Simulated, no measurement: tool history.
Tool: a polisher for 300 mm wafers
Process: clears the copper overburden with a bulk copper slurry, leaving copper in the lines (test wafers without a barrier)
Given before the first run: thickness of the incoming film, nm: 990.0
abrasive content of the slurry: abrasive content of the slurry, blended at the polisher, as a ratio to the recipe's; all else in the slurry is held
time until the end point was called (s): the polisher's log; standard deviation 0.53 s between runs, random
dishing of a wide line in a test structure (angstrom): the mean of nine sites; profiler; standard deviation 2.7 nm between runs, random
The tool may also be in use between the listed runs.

run    day  flow of slurry (ml/min)  pressure of the wafer on the pad (psi)  speed of the pad under the wafer (m/s)  abrasive content of the slurry  overpolish time after the end point (s)  time until the end point was called (s)  dishing of a wide line in a test structure (angstrom)
  1  0.000                      235                                     3.3                                    1.36                             1.0                                       21                                   57.805                                                1138.30
  2  0.062                      235                                     3.4                                    1.36                             1.0                                       21                                   56.086                                                1161.90
  3  0.175                      235                                     3.4                                    1.36                             0.9                                       21                                   58.365                                                1144.00
  4  0.242                      235                                     3.4                                    1.04                             0.9                                       21                                   70.076                                                1079.60
  5  0.321                      235                                     3.4                                    1.04                             0.8                                       21                                   70.446                                                1046.90
  6  0.433                      235                                     2.8                                    1.04                             0.8                                       21                                   86.617                                                 999.93
  7  0.492                      235                                     3.0                                    1.04                             0.8                                       21                                   80.405                                                 995.75
  8  0.854                      235                                     3.2                                    1.04                             0.8                                       21                                   76.347                                                1034.80
  9  1.229                      235                                     3.3                                    1.04                             0.8                                       21                                   75.479                                                1029.70
 10  1.392                      235                                     3.5                                    1.04                             0.8                                       21                                   69.691                                                1129.20
 11  1.712                      240                                     4.5                                    1.12                             0.8                                       11                                   52.095                                                1013.80
 12  1.933                      240                                     4.5                                    1.12                             0.8                                       12                                   51.544                                                1077.30

For run 13, what comes out?
 13  2.125                      240                                     4.5                                    1.12                             0.8                                       13                                        ?                                                      ?

time until the end point was called (s): 52.102
dishing of a wide line in a test structure (angstrom): 1095.40
